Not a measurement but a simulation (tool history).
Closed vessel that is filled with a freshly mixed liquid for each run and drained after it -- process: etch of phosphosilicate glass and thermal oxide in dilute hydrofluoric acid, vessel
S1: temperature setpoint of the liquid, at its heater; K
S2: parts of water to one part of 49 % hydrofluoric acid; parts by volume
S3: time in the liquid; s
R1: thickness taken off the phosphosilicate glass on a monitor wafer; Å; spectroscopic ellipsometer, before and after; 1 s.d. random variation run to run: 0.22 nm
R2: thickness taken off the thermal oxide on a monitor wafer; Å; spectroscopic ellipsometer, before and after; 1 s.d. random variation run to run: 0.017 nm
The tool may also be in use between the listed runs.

run	day	S1	S2	S3	R1	R2
1	0.000	297.15	100	60	405.97	32.296
2	0.125	295.15	100	60	373.51	29.900
3	0.458	292.65	100	60	338.16	27.293
4	0.800	290.15	100	60	308.46	24.355
5	1.117	290.15	100	85	433.58	34.440
6	1.379	290.15	75	85	591.23	46.889

What does the tool deliver on the next run?
7	1.508	290.15	115	85	?	?

Logged for run 7: R1 370.01 Å, R2 29.433 Å.

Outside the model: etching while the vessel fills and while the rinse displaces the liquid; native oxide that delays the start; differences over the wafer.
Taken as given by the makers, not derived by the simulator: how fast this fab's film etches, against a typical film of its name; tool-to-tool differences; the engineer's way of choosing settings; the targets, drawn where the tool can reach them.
